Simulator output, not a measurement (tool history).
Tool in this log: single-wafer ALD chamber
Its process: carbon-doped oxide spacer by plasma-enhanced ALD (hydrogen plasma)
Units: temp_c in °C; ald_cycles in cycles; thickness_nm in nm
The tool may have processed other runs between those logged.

run,hour,temp_c,ald_cycles,thickness_nm
1,0,410,667,32.716
2,7.3,404,667,33.538
3,7.9,397,667,33.593
4,13.4,397,623,31.589
5,22.1,397,599,30.53
6,24.7,397,578,29.147
7,33.3,397,564,28.521
8,34.7,397,552,27.976
9,37.7,397,542,27.226
10,41.9,398,535,27.086

What will run 11 give?
11,43.8,398,528,?

{"run 11": {"thickness_nm": 26.831}}

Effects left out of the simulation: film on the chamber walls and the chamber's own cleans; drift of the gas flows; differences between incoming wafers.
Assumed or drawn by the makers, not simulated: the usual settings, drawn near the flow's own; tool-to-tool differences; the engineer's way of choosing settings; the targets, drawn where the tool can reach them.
